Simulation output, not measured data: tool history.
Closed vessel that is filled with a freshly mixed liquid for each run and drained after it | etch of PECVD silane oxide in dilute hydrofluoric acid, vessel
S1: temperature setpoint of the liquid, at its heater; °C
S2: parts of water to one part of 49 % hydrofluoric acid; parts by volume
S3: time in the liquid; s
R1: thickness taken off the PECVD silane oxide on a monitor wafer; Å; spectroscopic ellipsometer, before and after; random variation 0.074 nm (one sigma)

{"run": 1, "hour": 0.0, "S1": 26, "S2": 270, "S3": 155, "R1": 75.037}
{"run": 2, "hour": 8.6, "S1": 27, "S2": 270, "S3": 155, "R1": 76.879}
{"run": 3, "hour": 13.0, "S1": 28, "S2": 270, "S3": 155, "R1": 79.832}
{"run": 4, "hour": 21.2, "S1": 29.5, "S2": 270, "S3": 155, "R1": 83.629}
{"run": 5, "hour": 23.2, "S1": 29.5, "S2": 365, "S3": 155, "R1": 56.34}
{"run": 6, "hour": 24.2, "S1": 29.5, "S2": 365, "S3": 155, "R1": 56.504}
{"run": 7, "hour": 26.9, "S1": 30.5, "S2": 345, "S3": 155, "R1": 63.214}

Run 8 comes next. What will it give?
{"run": 8, "hour": 31.2, "S1": 31.5, "S2": 330, "S3": 155, "R1": "?"}

{"run 8": {"R1": 68.271}}
